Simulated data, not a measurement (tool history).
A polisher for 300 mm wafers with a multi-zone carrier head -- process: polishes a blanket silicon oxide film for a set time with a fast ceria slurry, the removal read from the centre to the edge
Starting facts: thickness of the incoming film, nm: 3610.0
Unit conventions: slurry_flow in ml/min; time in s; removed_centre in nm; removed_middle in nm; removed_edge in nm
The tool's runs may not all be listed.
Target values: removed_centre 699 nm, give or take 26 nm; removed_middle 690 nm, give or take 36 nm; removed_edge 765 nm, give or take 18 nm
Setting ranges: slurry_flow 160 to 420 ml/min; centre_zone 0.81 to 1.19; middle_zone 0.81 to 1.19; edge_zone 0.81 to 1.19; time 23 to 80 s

run,day,slurry_flow,centre_zone,middle_zone,edge_zone,time,removed_centre,removed_middle,removed_edge
1,0,270,1,1,1,51,997.83,984.32,975.53
2,0.329,270,1,1.04,1,51,1000.5,980.56,970.05
3,0.529,260,0.99,1.01,1.01,49,941.26,939.97,947.24
4,0.779,255,0.98,0.98,1.01,47,892.9,850.39,899.16
5,1.058,255,1.04,0.98,1.01,47,941.4,887.6,902.2
6,1.208,255,1.12,0.98,1.01,47,1000.4,896.72,911.94
7,1.442,245,1.08,0.97,1,46,960.73,845.94,867.87
8,1.746,245,1.04,0.96,1,45,896.95,823.76,861.24
9,1.879,240,1.01,0.95,0.99,45,859.52,810.01,848.48
10,2.083,235,0.99,0.93,0.98,45,864.89,786.62,845.59
11,2.417,230,0.97,0.93,0.98,44,838.96,766.7,820.42
12,2.788,230,0.95,0.93,0.98,43,778.34,758.5,803.1

Pick the move, out of 5, that brings all results within their allowed miss; only one does.
A,3.158,230,0.86,0.94,1.12,42,?,?,?
B,3.158,290,0.91,0.91,1.04,39,?,?,?
C,3.158,250,1.08,1.02,0.93,44,?,?,?
D,3.158,245,0.89,0.85,1.1,41,?,?,?
E,3.158,245,1.01,0.86,1.02,46,?,?,?

move,removed_centre,removed_middle,removed_edge
A,694.89,751.87,842.2
B,705.41,699.6,770.69
C,928.09,852.68,811.89
D,708.64,681.1,821.04
E,903.25,771.15,887.13
A: the worst result of the last run now meets its target, but another is out of spec
B: every result lands within tolerance
C: its largest miss is bigger than the last run's
D: the worst result of the last run now meets its target, but another is out of spec
E: its largest miss is bigger than the last run's
B meets every target.
